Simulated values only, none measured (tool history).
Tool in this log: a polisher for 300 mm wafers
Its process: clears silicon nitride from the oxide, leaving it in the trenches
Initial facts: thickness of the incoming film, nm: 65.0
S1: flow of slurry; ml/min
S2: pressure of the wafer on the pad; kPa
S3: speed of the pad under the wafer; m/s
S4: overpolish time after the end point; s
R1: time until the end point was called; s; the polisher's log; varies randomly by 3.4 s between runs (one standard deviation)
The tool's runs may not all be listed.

| run | hour | S1 | S2 | S3 | S4 | R1 |
|---|---|---|---|---|---|---|
| 1 | 0.0 | 180 | 13.8 | 1.18 | 35 | 77.994 |
| 2 | 6.4 | 180 | 12.4 | 1.12 | 35 | 94.749 |
| 3 | 9.6 | 215 | 12.4 | 1.12 | 35 | 92.880 |
| 4 | 14.2 | 215 | 12.4 | 1.12 | 35 | 87.494 |
| 5 | 19.2 | 215 | 12.4 | 1.12 | 35 | 88.176 |
| 6 | 22.1 | 215 | 12.4 | 1.12 | 37 | 91.268 |
| 7 | 24.1 | 215 | 11.0 | 1.08 | 37 | 104.080 |
| 8 | 25.9 | 215 | 10.3 | 1.04 | 37 | 120.660 |
| 9 | 31.0 | 215 | 9.7 | 1.04 | 37 | 121.990 |
| 10 | 31.6 | 215 | 9.0 | 1.02 | 37 | 132.630 |
| 11 | 33.1 | 215 | 8.3 | 1.00 | 37 | 149.710 |

Run 12 is up next; what results do you expect?
| 12 | 35.2 | 210 | 7.6 | 1.00 | 37 | ? |

Run 12 produced R1 163.820 s.
